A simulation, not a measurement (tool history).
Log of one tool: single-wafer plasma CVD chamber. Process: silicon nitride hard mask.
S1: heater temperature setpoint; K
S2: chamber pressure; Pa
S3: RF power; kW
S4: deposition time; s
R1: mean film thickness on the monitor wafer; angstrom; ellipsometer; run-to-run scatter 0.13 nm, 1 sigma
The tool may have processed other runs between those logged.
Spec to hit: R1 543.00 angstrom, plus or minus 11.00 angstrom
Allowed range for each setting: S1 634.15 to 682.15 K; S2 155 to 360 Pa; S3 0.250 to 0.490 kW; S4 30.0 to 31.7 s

Run 1, day 0.000: S1 658.15 K, S2 257 Pa, S3 0.370 kW, S4 31.7 s. Result: R1 443.67 angstrom.
Run 2, day 0.046: S1 658.15 K, S2 257 Pa, S3 0.395 kW, S4 31.7 s. Result: R1 462.50 angstrom.
Run 3, day 0.171: S1 658.15 K, S2 265 Pa, S3 0.400 kW, S4 31.7 s. Result: R1 470.63 angstrom.
Run 4, day 0.462: S1 658.15 K, S2 265 Pa, S3 0.400 kW, S4 30.0 s. Result: R1 441.78 angstrom.
Run 5, day 0.492: S1 658.15 K, S2 271 Pa, S3 0.410 kW, S4 30.1 s. Result: R1 453.82 angstrom.
At day 0.738: RF generator calibrated.
Run 6, day 0.738: S1 658.15 K, S2 276 Pa, S3 0.420 kW, S4 30.2 s. Result: R1 481.19 angstrom.
Run 7, day 0.767: S1 658.15 K, S2 283 Pa, S3 0.420 kW, S4 30.2 s. Result: R1 484.72 angstrom.
Run 8, day 1.038: S1 658.15 K, S2 283 Pa, S3 0.420 kW, S4 30.2 s. Result: R1 482.02 angstrom.
Run 9, day 1.221: S1 658.15 K, S2 289 Pa, S3 0.420 kW, S4 30.2 s. Result: R1 485.37 angstrom.
Run 10, day 1.404: S1 658.15 K, S2 289 Pa, S3 0.420 kW, S4 30.2 s. Result: R1 484.77 angstrom.
Run 11, day 1.733: S1 658.15 K, S2 296 Pa, S3 0.420 kW, S4 30.2 s. Result: R1 488.83 angstrom.
Run 12, day 1.817: S1 658.15 K, S2 301 Pa, S3 0.420 kW, S4 30.2 s. Result: R1 488.51 angstrom.
Run 13, day 2.054: S1 658.15 K, S2 305 Pa, S3 0.425 kW, S4 30.2 s. Result: R1 495.10 angstrom.
Run 14, day 2.271: S1 658.15 K, S2 309 Pa, S3 0.430 kW, S4 30.2 s. Result: R1 499.76 angstrom.
Run 15, day 2.467: S1 658.15 K, S2 312 Pa, S3 0.435 kW, S4 30.2 s. Result: R1 501.85 angstrom.
Run 16, day 2.571: S1 658.15 K, S2 315 Pa, S3 0.440 kW, S4 30.2 s. Result: R1 506.50 angstrom.
Run 17, day 2.800: S1 658.15 K, S2 315 Pa, S3 0.440 kW, S4 30.2 s. Result: R1 506.84 angstrom.
Run 18, day 2.858: S1 658.15 K, S2 317 Pa, S3 0.445 kW, S4 30.2 s. Result: R1 512.67 angstrom.
Run 19, day 3.083: S1 658.15 K, S2 320 Pa, S3 0.445 kW, S4 30.2 s. Result: R1 512.14 angstrom.
Run 20, day 3.150: S1 658.15 K, S2 323 Pa, S3 0.445 kW, S4 30.2 s. Result: R1 512.63 angstrom.
Run 21, day 3.221: S1 658.15 K, S2 324 Pa, S3 0.450 kW, S4 30.2 s. Result: R1 517.60 angstrom.
Run 22, day 3.379: S1 658.15 K, S2 327 Pa, S3 0.450 kW, S4 30.2 s. Result: R1 519.83 angstrom.

Exercise: of the 5 proposed moves below, exactly one satisfies all targets within the stated allowed misses. Which move is it?
Run A, day 3.538: S1 657.15 K, S2 340 Pa, S3 0.490 kW, S4 31.7 s. Result: R1 ?.
Run B, day 3.538: S1 664.15 K, S2 329 Pa, S3 0.475 kW, S4 31.7 s. Result: R1 ?.
Run C, day 3.538: S1 660.15 K, S2 339 Pa, S3 0.470 kW, S4 31.7 s. Result: R1 ?.
Run D, day 3.538: S1 664.15 K, S2 360 Pa, S3 0.455 kW, S4 31.2 s. Result: R1 ?.
Run E, day 3.538: S1 650.15 K, S2 304 Pa, S3 0.405 kW, S4 31.1 s. Result: R1 ?.

move      R1
   A  575.71
   B  560.73
   C  561.49
   D  547.22
   E  495.36
A: takes the result that was furthest off past its target
B: takes the result that was furthest off past its target
C: takes the result that was furthest off past its target
D: every result lands within tolerance
E: lands further from the targets than the last run did
So the answer is move D, the one that meets all the targets.
